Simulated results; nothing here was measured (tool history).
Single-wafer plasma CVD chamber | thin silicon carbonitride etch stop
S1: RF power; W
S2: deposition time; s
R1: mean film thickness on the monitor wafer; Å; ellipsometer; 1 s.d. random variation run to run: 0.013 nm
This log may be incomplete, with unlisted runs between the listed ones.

run  hour   S1    S2      R1
  1     0  190    15  85.278
  2   5.1  170    15  81.203
  3  10.5  195    15   86.35
  4  14.7  220    15  91.176
  5  18.1  210    15  89.536
  6  23.2  225    15  91.987
  7  30.1  205  14.5  85.596
  8  34.5  190  14.1  80.073

The next listed run, before its measurement:
  9  41.3  180  13.9   ?

Run 9 gave R1 77.112 Å.

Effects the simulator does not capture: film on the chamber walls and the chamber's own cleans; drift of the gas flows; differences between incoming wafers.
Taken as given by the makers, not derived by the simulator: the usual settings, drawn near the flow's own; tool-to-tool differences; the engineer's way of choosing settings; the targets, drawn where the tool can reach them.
